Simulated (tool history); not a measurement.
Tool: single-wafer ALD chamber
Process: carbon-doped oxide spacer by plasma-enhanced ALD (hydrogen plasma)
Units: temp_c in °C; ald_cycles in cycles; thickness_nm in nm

{"run": 1, "hour": 0.0, "temp_c": 395, "ald_cycles": 280, "thickness_nm": 13.683}
{"run": 2, "hour": 5.0, "temp_c": 395, "ald_cycles": 297, "thickness_nm": 14.594}
{"run": 3, "hour": 12.3, "temp_c": 395, "ald_cycles": 308, "thickness_nm": 15.08}
{"run": 4, "hour": 16.1, "temp_c": 400, "ald_cycles": 308, "thickness_nm": 15.261}
{"run": 5, "hour": 24.3, "temp_c": 400, "ald_cycles": 316, "thickness_nm": 15.395}
{"run": 6, "hour": 24.8, "temp_c": 394, "ald_cycles": 316, "thickness_nm": 15.651}
{"run": 7, "hour": 27.5, "temp_c": 394, "ald_cycles": 322, "thickness_nm": 15.798}
{"run": 8, "hour": 35.1, "temp_c": 394, "ald_cycles": 328, "thickness_nm": 16.123}

Run 9 comes next. What will it give?
{"hour": 35.7, "done": "thermocouple changed; heater temperature recalibrated"}
{"run": 9, "hour": 35.7, "temp_c": 394, "ald_cycles": 332, "thickness_nm": "?"}

{"run 9": {"thickness_nm": 16.378}}
